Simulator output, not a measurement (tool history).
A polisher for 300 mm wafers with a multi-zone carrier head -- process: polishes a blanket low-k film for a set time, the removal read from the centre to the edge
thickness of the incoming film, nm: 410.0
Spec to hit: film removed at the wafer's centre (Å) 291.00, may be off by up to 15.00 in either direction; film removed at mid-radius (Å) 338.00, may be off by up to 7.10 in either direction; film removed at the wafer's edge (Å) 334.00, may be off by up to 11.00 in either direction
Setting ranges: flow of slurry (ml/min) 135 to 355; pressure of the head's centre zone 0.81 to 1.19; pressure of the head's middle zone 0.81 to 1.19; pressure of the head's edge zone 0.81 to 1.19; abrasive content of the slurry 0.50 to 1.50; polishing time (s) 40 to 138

run	hour	flow of slurry (ml/min)	pressure of the head's centre zone	pressure of the head's middle zone	pressure of the head's edge zone	abrasive content of the slurry	polishing time (s)	film removed at the wafer's centre (Å)	film removed at mid-radius (Å)	film removed at the wafer's edge (Å)
1	0.0	225	1.00	1.00	1.00	1.00	88	414.14	403.00	394.59
2	8.5	225	1.00	1.00	1.00	1.00	67	310.23	311.70	300.82
3	15.5	240	0.97	1.01	1.03	1.00	67	309.72	309.99	308.17
4	19.0	240	0.97	1.01	0.97	1.00	67	306.09	316.95	296.49
5	24.9	240	0.97	1.01	0.97	0.85	67	293.38	299.59	286.92
6	31.1	265	0.97	1.01	0.97	0.85	67	295.44	309.07	289.82
7	32.2	285	0.94	1.02	1.01	0.90	67	298.37	316.07	298.52
8	36.4	290	0.91	1.03	1.05	0.95	67	285.08	319.20	311.10
9	39.5	300	0.91	1.04	1.07	0.95	67	287.36	327.26	308.80
10	42.2	305	0.90	1.04	1.09	1.00	67	292.38	328.39	325.31
11	43.7	310	0.89	1.04	1.10	1.00	67	296.38	331.75	321.74
12	50.4	310	0.88	1.04	1.11	1.00	67	288.49	330.51	323.26

Which of these 4 next moves meets every target?
A	57.1	210	1.07	1.02	1.00	0.90	71	?	?	?
B	57.1	350	0.89	1.05	1.17	1.10	65	?	?	?
C	57.1	295	0.94	1.05	1.06	1.10	62	?	?	?
D	57.1	315	0.81	1.19	1.13	1.05	63	?	?	?

move	film removed at the wafer's centre (Å)	film removed at mid-radius (Å)	film removed at the wafer's edge (Å)
A	339.76	322.02	314.28
B	291.38	337.79	339.76
C	288.51	317.03	306.61
D	251.12	352.62	317.30
A: moves away from the targets compared with the last run
B: all results land within tolerance of their targets
C: moves away from the targets compared with the last run
D: takes the biggest miss from the last run beyond its target
Move B is the one to make.
